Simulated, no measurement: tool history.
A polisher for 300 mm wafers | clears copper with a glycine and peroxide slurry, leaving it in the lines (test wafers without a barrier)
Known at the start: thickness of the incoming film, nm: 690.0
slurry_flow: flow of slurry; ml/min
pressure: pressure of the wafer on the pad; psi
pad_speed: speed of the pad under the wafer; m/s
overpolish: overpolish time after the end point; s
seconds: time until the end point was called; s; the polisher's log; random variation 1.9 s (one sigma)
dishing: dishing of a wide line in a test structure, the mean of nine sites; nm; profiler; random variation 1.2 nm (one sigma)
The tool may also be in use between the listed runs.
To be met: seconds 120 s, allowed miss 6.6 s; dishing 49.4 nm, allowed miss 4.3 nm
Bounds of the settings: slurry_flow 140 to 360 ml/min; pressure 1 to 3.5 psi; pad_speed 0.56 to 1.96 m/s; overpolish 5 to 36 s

| run | hour | slurry_flow | pressure | pad_speed | overpolish | seconds | dishing |
|---|---|---|---|---|---|---|---|
| 1 | 0 | 230 | 2.2 | 1.26 | 18 | 150.32 | 57.774 |
| 2 | 8.3 | 230 | 2.3 | 1.28 | 16 | 140.95 | 53.916 |
| 3 | 17 | 255 | 2.3 | 1.28 | 16 | 139.74 | 54.458 |
| 4 | 24.2 | 200 | 2.3 | 1.28 | 16 | 139.88 | 54.543 |
| 5 | 33 | 200 | 2.4 | 1.28 | 15 | 137.86 | 54.551 |
| 6 | 37.3 | 200 | 2.5 | 1.3 | 14 | 130.61 | 50.647 |
| 7 | 40.9 | 200 | 2.6 | 1.3 | 14 | 128.39 | 50.257 |
| 8 | 44.4 | 200 | 2.7 | 1.3 | 14 | 122.03 | 54.711 |

Which of these 5 next moves meets every target?
| A | 47.9 | 210 | 2.6 | 1.22 | 16 | ? | ? |
| B | 47.9 | 150 | 2.8 | 1.3 | 10 | ? | ? |
| C | 47.9 | 185 | 3.1 | 1.18 | 12 | ? | ? |
| D | 47.9 | 225 | 2.5 | 1.44 | 10 | ? | ? |
| E | 47.9 | 140 | 2.4 | 1.38 | 11 | ? | ? |

| move | seconds | dishing |
|---|---|---|
| A | 134.8 | 56.61 |
| B | 124.07 | 40.539 |
| C | 120.87 | 48.991 |
| D | 120.27 | 41.433 |
| E | 135.51 | 40.522 |
A: further off than the last run
B: takes the result that was furthest off past its target
C: meets every target
D: takes the result that was furthest off past its target
E: takes the result that was furthest off past its target
The right move is C.

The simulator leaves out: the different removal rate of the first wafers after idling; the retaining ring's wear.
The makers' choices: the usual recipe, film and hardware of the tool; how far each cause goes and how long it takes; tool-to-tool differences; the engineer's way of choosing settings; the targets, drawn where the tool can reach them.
